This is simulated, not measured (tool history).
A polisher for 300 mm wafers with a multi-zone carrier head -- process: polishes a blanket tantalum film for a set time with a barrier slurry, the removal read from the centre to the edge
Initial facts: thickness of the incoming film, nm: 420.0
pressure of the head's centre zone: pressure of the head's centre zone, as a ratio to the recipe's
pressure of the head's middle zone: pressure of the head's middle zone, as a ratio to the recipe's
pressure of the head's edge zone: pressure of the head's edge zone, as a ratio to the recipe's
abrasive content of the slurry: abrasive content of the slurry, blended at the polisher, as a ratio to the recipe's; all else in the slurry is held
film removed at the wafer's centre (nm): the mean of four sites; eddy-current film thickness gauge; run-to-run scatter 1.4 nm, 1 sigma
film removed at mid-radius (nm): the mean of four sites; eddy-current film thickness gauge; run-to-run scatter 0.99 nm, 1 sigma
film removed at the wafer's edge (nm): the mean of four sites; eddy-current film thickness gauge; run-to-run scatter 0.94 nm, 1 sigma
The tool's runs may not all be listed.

| run | day | flow of slurry (ml/min) | pressure of the head's centre zone | pressure of the head's middle zone | pressure of the head's edge zone | abrasive content of the slurry | polishing time (s) | film removed at the wafer's centre (nm) | film removed at mid-radius (nm) | film removed at the wafer's edge (nm) |
|---|---|---|---|---|---|---|---|---|---|---|
| 1 | 0.000 | 215 | 1.00 | 1.00 | 1.00 | 1.00 | 74 | 123.380 | 122.070 | 126.490 |
| 2 | 0.158 | 205 | 1.00 | 0.95 | 1.00 | 0.85 | 73 | 112.270 | 106.930 | 116.550 |
| 3 | 0.446 | 205 | 1.05 | 0.95 | 1.00 | 0.85 | 73 | 114.440 | 107.550 | 115.390 |
| 4 | 0.742 | 195 | 1.06 | 0.91 | 1.01 | 0.80 | 73 | 113.380 | 99.365 | 113.180 |
| 5 | 1.046 | 190 | 1.05 | 0.89 | 1.00 | 0.75 | 73 | 106.550 | 92.700 | 106.510 |
| 6 | 1.125 | 190 | 1.05 | 0.89 | 1.00 | 0.80 | 73 | 110.900 | 95.070 | 110.580 |
| 7 | 1.183 | 180 | 1.03 | 0.87 | 0.99 | 0.80 | 73 | 107.650 | 93.915 | 109.140 |

Forecast run 8:
| 8 | 1.371 | 170 | 1.02 | 0.81 | 1.02 | 0.55 | 71 | ? | ? | ? |

For run 8 the tool returned film removed at the wafer's centre (nm) 76.639, film removed at mid-radius (nm) 66.941, film removed at the wafer's edge (nm) 82.582.
